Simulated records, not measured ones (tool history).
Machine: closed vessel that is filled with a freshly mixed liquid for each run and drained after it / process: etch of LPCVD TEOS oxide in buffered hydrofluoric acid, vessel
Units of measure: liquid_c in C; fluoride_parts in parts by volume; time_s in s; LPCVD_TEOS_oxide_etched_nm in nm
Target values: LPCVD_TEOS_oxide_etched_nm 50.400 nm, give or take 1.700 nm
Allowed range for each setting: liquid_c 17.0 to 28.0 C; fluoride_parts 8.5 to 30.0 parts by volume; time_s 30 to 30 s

| run | day | liquid_c | fluoride_parts | time_s | LPCVD_TEOS_oxide_etched_nm |
|---|---|---|---|---|---|
| 1 | 0.000 | 20.0 | 23.5 | 30 | 40.496 |
| 2 | 0.150 | 23.0 | 23.5 | 30 | 48.067 |
| 3 | 0.421 | 20.0 | 23.5 | 30 | 40.131 |
| 4 | 0.738 | 21.0 | 23.5 | 30 | 42.470 |
| 5 | 1.071 | 21.0 | 28.0 | 30 | 37.813 |
| 6 | 1.117 | 24.5 | 28.0 | 30 | 46.199 |
| 7 | 1.254 | 24.5 | 28.0 | 30 | 45.484 |
| 8 | 1.383 | 24.5 | 28.0 | 30 | 45.650 |
| 9 | 1.450 | 24.5 | 28.0 | 30 | 46.046 |
| 10 | 1.575 | 25.0 | 28.0 | 30 | 47.378 |

Next run, 4 choices. One meets every target within its allowed miss, the rest don't. Which?
| A | 1.700 | 25.0 | 30.0 | 30 | ? |
| B | 1.700 | 20.0 | 18.0 | 30 | ? |
| C | 1.700 | 28.0 | 28.5 | 30 | ? |
| D | 1.700 | 25.0 | 27.5 | 30 | ? |

| move | LPCVD_TEOS_oxide_etched_nm |
|---|---|
| A | 45.468 |
| B | 50.575 |
| C | 55.416 |
| D | 48.269 |
A: misses by more than the last run did
B: all results land within tolerance of their targets
C: takes the biggest miss from the last run beyond its target
D: closer than the last run, but not yet in spec
Answer: B

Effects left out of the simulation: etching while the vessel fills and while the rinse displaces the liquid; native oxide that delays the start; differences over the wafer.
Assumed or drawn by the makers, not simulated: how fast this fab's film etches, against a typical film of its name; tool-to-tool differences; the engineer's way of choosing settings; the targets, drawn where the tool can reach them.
